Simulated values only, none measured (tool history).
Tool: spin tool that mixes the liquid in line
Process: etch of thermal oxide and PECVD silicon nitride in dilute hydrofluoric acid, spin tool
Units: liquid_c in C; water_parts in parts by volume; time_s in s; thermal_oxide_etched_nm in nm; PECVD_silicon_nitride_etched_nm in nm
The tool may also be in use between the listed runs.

| run | day | liquid_c | water_parts | time_s | thermal_oxide_etched_nm | PECVD_silicon_nitride_etched_nm |
|---|---|---|---|---|---|---|
| 1 | 0.000 | 23.0 | 105 | 180 | 8.3620 | 4.5197 |
| 2 | 0.142 | 23.0 | 120 | 180 | 7.1784 | 3.9087 |
| 3 | 0.421 | 22.5 | 110 | 180 | 7.7845 | 4.1509 |
| 4 | 0.542 | 19.5 | 110 | 180 | 6.8999 | 3.4229 |
| 5 | 0.838 | 19.5 | 100 | 175 | 7.4707 | 3.5736 |
| 6 | 1.050 | 19.5 | 100 | 105 | 4.4500 | 2.1735 |
| 7 | 1.075 | 19.5 | 90 | 110 | 5.2690 | 2.5565 |

Run 8 comes next. What will it give?
| 8 | 1.258 | 19.5 | 80 | 115 | ? | ? |

thermal_oxide_etched_nm: 6.2405 nm
PECVD_silicon_nitride_etched_nm: 2.9882 nm
